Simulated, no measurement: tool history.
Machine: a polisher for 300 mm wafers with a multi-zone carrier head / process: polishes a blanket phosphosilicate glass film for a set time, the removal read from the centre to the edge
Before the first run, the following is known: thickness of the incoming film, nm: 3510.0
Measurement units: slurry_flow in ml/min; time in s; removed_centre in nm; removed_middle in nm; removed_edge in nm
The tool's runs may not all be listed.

Run 1, day 0.000: slurry_flow 180 ml/min, centre_zone 1.00, middle_zone 1.00, edge_zone 1.00, slurry_solids 1.00, time 32 s. Result: removed_centre 344.73 nm, removed_middle 351.00 nm, removed_edge 341.17 nm.
Run 2, day 0.233: slurry_flow 180 ml/min, centre_zone 0.94, middle_zone 1.00, edge_zone 1.00, slurry_solids 1.00, time 32 s. Result: removed_centre 324.49 nm, removed_middle 349.54 nm, removed_edge 345.53 nm.
Run 3, day 0.367: slurry_flow 155 ml/min, centre_zone 0.94, middle_zone 1.00, edge_zone 1.00, slurry_solids 1.00, time 32 s. Result: removed_centre 316.09 nm, removed_middle 338.65 nm, removed_edge 343.58 nm.
Run 4, day 0.696: slurry_flow 135 ml/min, centre_zone 0.94, middle_zone 1.00, edge_zone 1.00, slurry_solids 1.00, time 32 s. Result: removed_centre 304.59 nm, removed_middle 335.72 nm, removed_edge 329.93 nm.
Run 5, day 0.833: slurry_flow 135 ml/min, centre_zone 0.94, middle_zone 1.00, edge_zone 1.00, slurry_solids 1.15, time 32 s. Result: removed_centre 325.10 nm, removed_middle 355.78 nm, removed_edge 351.05 nm.
Run 6, day 1.071: slurry_flow 165 ml/min, centre_zone 0.97, middle_zone 0.99, edge_zone 1.03, slurry_solids 1.15, time 32 s. Result: removed_centre 349.64 nm, removed_middle 369.90 nm, removed_edge 374.29 nm.
Run 7, day 1.158: slurry_flow 190 ml/min, centre_zone 1.00, middle_zone 0.98, edge_zone 1.03, slurry_solids 1.15, time 32 s. Result: removed_centre 368.51 nm, removed_middle 369.26 nm, removed_edge 373.54 nm.

The next listed run, before its measurement:
Run 8, day 1.304: slurry_flow 210 ml/min, centre_zone 1.02, middle_zone 0.98, edge_zone 1.05, slurry_solids 1.15, time 32 s. Result: removed_centre ?, removed_middle ?, removed_edge ?.

{"run 8": {"removed_centre": 388.28, "removed_middle": 377.01, "removed_edge": 387.91}}
